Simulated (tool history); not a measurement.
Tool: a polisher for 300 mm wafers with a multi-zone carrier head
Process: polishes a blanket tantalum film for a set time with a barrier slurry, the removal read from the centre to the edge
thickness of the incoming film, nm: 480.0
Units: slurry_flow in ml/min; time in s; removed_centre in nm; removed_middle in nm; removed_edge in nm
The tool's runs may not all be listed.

run 1 day=0 | slurry_flow=120 centre_zone=1 middle_zone=1 edge_zone=1 slurry_solids=1 time=47 | removed_centre=42.903 removed_middle=44.582 removed_edge=43.182
run 2 day=0.233 | slurry_flow=120 centre_zone=1 middle_zone=1 edge_zone=1 slurry_solids=1 time=58 | removed_centre=53.851 removed_middle=54.173 removed_edge=53.159
run 3 day=0.608 | slurry_flow=120 centre_zone=0.93 middle_zone=1 edge_zone=1 slurry_solids=1 time=58 | removed_centre=51.012 removed_middle=55.576 removed_edge=52.521
run 4 day=0.633 | slurry_flow=145 centre_zone=0.93 middle_zone=1 edge_zone=1 slurry_solids=1 time=58 | removed_centre=50.359 removed_middle=56.157 removed_edge=53.73
run 5 day=0.883 | slurry_flow=140 centre_zone=0.93 middle_zone=1 edge_zone=0.97 slurry_solids=0.95 time=55 | removed_centre=48.112 removed_middle=51.824 removed_edge=48.326
run 6 day=1 | slurry_flow=140 centre_zone=0.92 middle_zone=1 edge_zone=0.96 slurry_solids=0.9 time=52 | removed_centre=44.03 removed_middle=48.343 removed_edge=45.356

Forecast run 7:
run 7 day=1.317 | slurry_flow=140 centre_zone=0.91 middle_zone=1.01 edge_zone=0.94 slurry_solids=0.85 time=49 | removed_centre=? removed_middle=? removed_edge=?

removed_centre: 40.07 nm
removed_middle: 44.361 nm
removed_edge: 40.94 nm
